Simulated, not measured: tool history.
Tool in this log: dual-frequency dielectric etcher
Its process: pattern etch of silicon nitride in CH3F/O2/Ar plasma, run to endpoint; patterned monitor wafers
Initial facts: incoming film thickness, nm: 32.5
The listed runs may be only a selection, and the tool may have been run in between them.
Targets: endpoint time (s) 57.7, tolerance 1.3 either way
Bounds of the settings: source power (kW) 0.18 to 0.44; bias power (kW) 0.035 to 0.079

run,day,source power (kW),bias power (kW),endpoint time (s)
1,0,0.31,0.057,50.219
2,0.271,0.29,0.056,51.532
3,0.554,0.29,0.052,53.052
4,0.779,0.28,0.051,53.505
5,0.938,0.3,0.051,52.75
6,1.058,0.28,0.05,53.906
7,1.325,0.27,0.049,54.875
8,1.45,0.27,0.049,54.666

5 candidate next runs follow, results not yet known. Just one meets every target within its allowed miss. Identify it.
A,1.575,0.32,0.043,?
B,1.575,0.28,0.062,?
C,1.575,0.26,0.058,?
D,1.575,0.3,0.05,?
E,1.575,0.25,0.046,?

move,endpoint time (s)
A,54.584
B,49.791
C,51.999
D,52.773
E,57.016
A: roughly where the last run was
B: further off than the last run
C: further off than the last run
D: further off than the last run
E: all results in spec
The move that meets every target is E.
